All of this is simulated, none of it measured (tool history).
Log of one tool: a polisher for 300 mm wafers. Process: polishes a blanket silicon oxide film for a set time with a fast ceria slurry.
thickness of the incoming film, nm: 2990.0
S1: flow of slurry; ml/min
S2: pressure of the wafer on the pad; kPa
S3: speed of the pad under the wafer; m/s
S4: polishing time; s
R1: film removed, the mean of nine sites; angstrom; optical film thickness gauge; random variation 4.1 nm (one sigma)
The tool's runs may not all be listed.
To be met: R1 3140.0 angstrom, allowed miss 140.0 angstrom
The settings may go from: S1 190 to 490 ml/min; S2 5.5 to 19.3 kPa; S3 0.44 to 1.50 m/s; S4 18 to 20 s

run,day,S1,S2,S3,S4,R1
1,0.000,315,12.4,0.96,20,1729.3
2,0.333,360,12.4,0.96,20,1756.4
3,0.433,360,14.5,0.98,20,2028.0
4,0.604,360,14.5,0.86,20,1744.9
5,0.838,360,14.5,0.86,18,1606.2
6,1.083,360,15.9,0.94,18,1848.0
7,1.238,360,15.9,0.94,18,1900.1
8,1.475,360,16.5,1.02,18,2127.9
9,1.829,360,17.2,1.08,18,2280.9
10,1.933,360,17.9,1.14,18,2528.2
11,2.271,360,18.6,1.18,18,2635.0
12,2.467,360,18.6,1.22,18,2791.0
13,2.762,360,18.6,1.24,18,2823.8

4 next moves are on the table. One of them brings every result within its allowed miss. Which?
A,3.058,365,19.3,1.32,20,?
B,3.058,370,17.2,1.30,20,?
C,3.058,310,18.6,1.20,19,?
D,3.058,395,17.9,1.28,18,?

move,R1
A,3425.1
B,3060.7
C,2835.0
D,2819.8
A: takes the result that was furthest off past its target
B: meets every target
C: as far off as the last run
D: as far off as the last run
The right move is B.
